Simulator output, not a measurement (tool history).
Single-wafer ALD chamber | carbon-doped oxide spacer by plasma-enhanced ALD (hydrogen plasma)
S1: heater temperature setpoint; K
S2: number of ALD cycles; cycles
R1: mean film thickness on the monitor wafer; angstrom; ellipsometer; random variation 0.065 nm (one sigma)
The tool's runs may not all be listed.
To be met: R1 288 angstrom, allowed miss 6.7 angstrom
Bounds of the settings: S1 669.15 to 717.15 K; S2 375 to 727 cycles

| run | hour | S1 | S2 | R1 |
|---|---|---|---|---|
| 1 | 0 | 693.15 | 551 | 247.27 |
| 2 | 3.9 | 693.15 | 600 | 269.99 |
| 3 | 8.2 | 685.15 | 600 | 275.62 |
| 4 | 17 | 685.15 | 662 | 305.58 |
| 5 | 21 | 686.15 | 659 | 302.34 |
| 6 | 28.1 | 686.15 | 727 | 332.32 |
| 7 | 32.5 | 688.15 | 721 | 328.72 |
| 8 | 36.6 | 689.15 | 715 | 325.03 |
| 9 | 43.2 | 690.15 | 709 | 320.75 |
| 10 | 48.2 | 691.15 | 704 | 318.91 |
| 11 | 50.9 | 692.15 | 698 | 315.82 |
| 12 | 55.9 | 692.15 | 692 | 312.44 |
| 13 | 60.3 | 693.15 | 687 | 310.28 |
| 14 | 68.6 | 693.15 | 682 | 307.35 |
| 15 | 75.4 | 693.15 | 678 | 305.49 |
| 16 | 83.4 | 693.15 | 674 | 303.38 |

Which of these 4 next moves meets every target?
| A | 91.4 | 696.15 | 676 | ? |
| B | 91.4 | 683.15 | 715 | ? |
| C | 91.4 | 698.15 | 653 | ? |
| D | 91.4 | 686.15 | 714 | ? |

| move | R1 |
|---|---|
| A | 301.43 |
| B | 330.55 |
| C | 289.52 |
| D | 327.39 |
A: nearer than the last run, and not there yet
B: further off than the last run
C: meets every target
D: further off than the last run
The right move is C.
